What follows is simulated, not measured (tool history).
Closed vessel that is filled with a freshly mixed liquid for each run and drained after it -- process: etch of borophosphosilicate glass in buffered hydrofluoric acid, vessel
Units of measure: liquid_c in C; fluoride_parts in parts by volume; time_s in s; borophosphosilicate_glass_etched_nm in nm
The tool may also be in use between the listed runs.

run    day  liquid_c  fluoride_parts  time_s  borophosphosilicate_glass_etched_nm
  1      0        22              14     100                               92.323
  2  0.212        22            10.5     100                               123.05
  3  0.508        21            11.5     100                               106.57
  4  0.896        20            12.5     100                               92.465
  5  0.962        20              10     100                               115.14
     1.275  -- thermometer replaced
  6  1.275        20              10     100                               102.82

What will run 7 give?
  7  1.483        17            14.5     100                                    ?

borophosphosilicate_glass_etched_nm: 60.035 nm

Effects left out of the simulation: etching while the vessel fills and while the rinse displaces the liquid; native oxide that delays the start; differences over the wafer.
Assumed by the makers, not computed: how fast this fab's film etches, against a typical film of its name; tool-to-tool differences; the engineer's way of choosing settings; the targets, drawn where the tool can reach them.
